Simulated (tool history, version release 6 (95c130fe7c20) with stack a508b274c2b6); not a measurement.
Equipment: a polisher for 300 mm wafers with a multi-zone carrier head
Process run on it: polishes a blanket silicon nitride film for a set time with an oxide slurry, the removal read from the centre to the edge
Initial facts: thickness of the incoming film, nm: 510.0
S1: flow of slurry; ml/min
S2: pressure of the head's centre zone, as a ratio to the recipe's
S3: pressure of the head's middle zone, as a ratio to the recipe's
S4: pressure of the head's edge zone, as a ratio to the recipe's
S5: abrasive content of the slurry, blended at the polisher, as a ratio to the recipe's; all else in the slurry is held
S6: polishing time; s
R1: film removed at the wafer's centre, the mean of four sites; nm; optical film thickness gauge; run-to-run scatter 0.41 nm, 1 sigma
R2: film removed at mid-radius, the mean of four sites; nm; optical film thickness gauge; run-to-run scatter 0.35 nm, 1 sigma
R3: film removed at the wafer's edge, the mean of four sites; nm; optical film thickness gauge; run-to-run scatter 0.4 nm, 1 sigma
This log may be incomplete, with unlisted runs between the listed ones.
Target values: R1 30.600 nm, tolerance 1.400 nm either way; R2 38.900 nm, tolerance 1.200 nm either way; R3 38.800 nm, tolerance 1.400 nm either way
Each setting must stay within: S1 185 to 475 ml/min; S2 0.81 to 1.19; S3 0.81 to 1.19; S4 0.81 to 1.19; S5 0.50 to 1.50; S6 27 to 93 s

| run | hour | S1 | S2 | S3 | S4 | S5 | S6 | R1 | R2 | R3 |
|---|---|---|---|---|---|---|---|---|---|---|
| 1 | 0.0 | 305 | 1.00 | 1.00 | 1.00 | 1.00 | 59 | 51.336 | 50.027 | 51.340 |
| 2 | 1.3 | 305 | 1.00 | 1.00 | 0.95 | 1.00 | 59 | 52.189 | 51.357 | 49.806 |
| 3 | 2.9 | 300 | 0.97 | 1.01 | 0.96 | 0.90 | 58 | 47.068 | 47.745 | 46.798 |
| 4 | 10.2 | 300 | 0.97 | 1.06 | 0.96 | 0.90 | 58 | 46.266 | 49.614 | 46.426 |
| 5 | 11.6 | 300 | 0.97 | 0.99 | 0.96 | 0.90 | 58 | 45.885 | 47.403 | 47.264 |
| 6 | 17.8 | 300 | 0.95 | 0.98 | 0.95 | 0.85 | 58 | 44.325 | 45.343 | 45.559 |
| 7 | 23.6 | 295 | 0.93 | 0.99 | 0.96 | 0.80 | 58 | 43.125 | 44.209 | 45.076 |
| 8 | 29.1 | 295 | 0.91 | 1.02 | 0.98 | 0.75 | 57 | 39.892 | 42.935 | 42.843 |
| 9 | 32.6 | 290 | 0.89 | 1.04 | 1.00 | 0.70 | 57 | 37.985 | 42.251 | 41.152 |
| 10 | 37.6 | 280 | 0.88 | 1.05 | 1.03 | 0.70 | 57 | 37.449 | 42.168 | 41.035 |
| 11 | 42.4 | 285 | 0.87 | 1.06 | 1.06 | 0.70 | 57 | 37.423 | 42.189 | 42.155 |

Of the 5 settings listed for the next run, only one would bring every result within its allowed miss of target. Which one?
| A | 47.2 | 210 | 1.09 | 1.12 | 0.96 | 0.60 | 67 | ? | ? | ? |
| B | 47.2 | 305 | 1.11 | 0.82 | 1.17 | 0.70 | 62 | ? | ? | ? |
| C | 47.2 | 220 | 0.83 | 1.13 | 1.00 | 0.70 | 56 | ? | ? | ? |
| D | 47.2 | 275 | 0.81 | 1.06 | 1.07 | 0.55 | 60 | ? | ? | ? |
| E | 47.2 | 300 | 0.81 | 1.11 | 1.08 | 0.50 | 58 | ? | ? | ? |

| move | R1 | R2 | R3 |
|---|---|---|---|
| A | 48.583 | 46.741 | 42.435 |
| B | 51.678 | 37.522 | 48.627 |
| C | 33.812 | 43.175 | 39.564 |
| D | 31.471 | 38.929 | 38.796 |
| E | 28.935 | 37.190 | 35.712 |
A: lands further from the targets than the last run did
B: lands further from the targets than the last run did
C: closer than the last run, but not yet in spec
D: in spec on every target
E: pushes the last run's worst result past its target
So the answer is move D, the one that meets all the targets.
